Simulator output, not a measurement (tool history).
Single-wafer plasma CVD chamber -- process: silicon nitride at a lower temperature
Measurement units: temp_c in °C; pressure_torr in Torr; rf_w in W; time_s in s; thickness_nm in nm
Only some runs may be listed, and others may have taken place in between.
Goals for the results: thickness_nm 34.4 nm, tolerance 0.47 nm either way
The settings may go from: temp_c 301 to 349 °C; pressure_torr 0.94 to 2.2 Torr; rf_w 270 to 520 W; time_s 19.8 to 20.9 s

run 1 hour=0 | temp_c=325 pressure_torr=1.57 rf_w=395 time_s=20.9 | thickness_nm=29.242
run 2 hour=2.9 | temp_c=325 pressure_torr=1.7 rf_w=405 time_s=20.9 | thickness_nm=30.106
run 3 hour=8.4 | temp_c=325 pressure_torr=1.7 rf_w=405 time_s=20.9 | thickness_nm=30.022
run 4 hour=9.5 | temp_c=325 pressure_torr=1.7 rf_w=355 time_s=20.9 | thickness_nm=27.407
run 5 hour=13.9 | temp_c=331 pressure_torr=1.7 rf_w=355 time_s=20.9 | thickness_nm=27.382
run 6 hour=18.4 | temp_c=331 pressure_torr=1.7 rf_w=315 time_s=20.9 | thickness_nm=24.858
run 7 hour=22.3 | temp_c=331 pressure_torr=1.81 rf_w=340 time_s=20.9 | thickness_nm=26.813
run 8 hour=26 | temp_c=331 pressure_torr=1.89 rf_w=360 time_s=20.9 | thickness_nm=28.282
run 9 hour=31.2 | temp_c=331 pressure_torr=1.96 rf_w=375 time_s=20.9 | thickness_nm=29.27
run 10 hour=33.8 | temp_c=331 pressure_torr=2.01 rf_w=390 time_s=20.9 | thickness_nm=30.148
-- hour=41.5 capacitance manometer re-zeroed and calibrated
run 11 hour=41.5 | temp_c=331 pressure_torr=2.05 rf_w=405 time_s=20.9 | thickness_nm=31.342
run 12 hour=42.7 | temp_c=331 pressure_torr=2.08 rf_w=415 time_s=20.9 | thickness_nm=31.871
run 13 hour=48.3 | temp_c=331 pressure_torr=2.11 rf_w=425 time_s=20.9 | thickness_nm=32.483
run 14 hour=56 | temp_c=331 pressure_torr=2.13 rf_w=430 time_s=20.9 | thickness_nm=32.855
run 15 hour=58.5 | temp_c=331 pressure_torr=2.15 rf_w=435 time_s=20.9 | thickness_nm=33.121
run 16 hour=60.2 | temp_c=331 pressure_torr=2.16 rf_w=440 time_s=20.9 | thickness_nm=33.597
run 17 hour=66.8 | temp_c=331 pressure_torr=2.17 rf_w=440 time_s=20.9 | thickness_nm=33.587
run 18 hour=74.4 | temp_c=331 pressure_torr=2.18 rf_w=445 time_s=20.9 | thickness_nm=33.821

Which single option among these 5 for the next run brings every result within its allowed miss of target? Just one does.
run A hour=82 | temp_c=333 pressure_torr=2.16 rf_w=430 time_s=20.9 | thickness_nm=?
run B hour=82 | temp_c=326 pressure_torr=2.16 rf_w=435 time_s=20.7 | thickness_nm=?
run C hour=82 | temp_c=329 pressure_torr=2.14 rf_w=430 time_s=20.9 | thickness_nm=?
run D hour=82 | temp_c=327 pressure_torr=2.19 rf_w=460 time_s=20.8 | thickness_nm=?
run E hour=82 | temp_c=332 pressure_torr=2.19 rf_w=455 time_s=20.2 | thickness_nm=?

move=A thickness_nm=32.898
move=B thickness_nm=32.936
move=C thickness_nm=32.894
move=D thickness_nm=34.453
move=E thickness_nm=33.147
A: further off than the last run
B: further off than the last run
C: further off than the last run
D: in spec on every target
E: further off than the last run
D is the move that brings every result within its allowed miss.

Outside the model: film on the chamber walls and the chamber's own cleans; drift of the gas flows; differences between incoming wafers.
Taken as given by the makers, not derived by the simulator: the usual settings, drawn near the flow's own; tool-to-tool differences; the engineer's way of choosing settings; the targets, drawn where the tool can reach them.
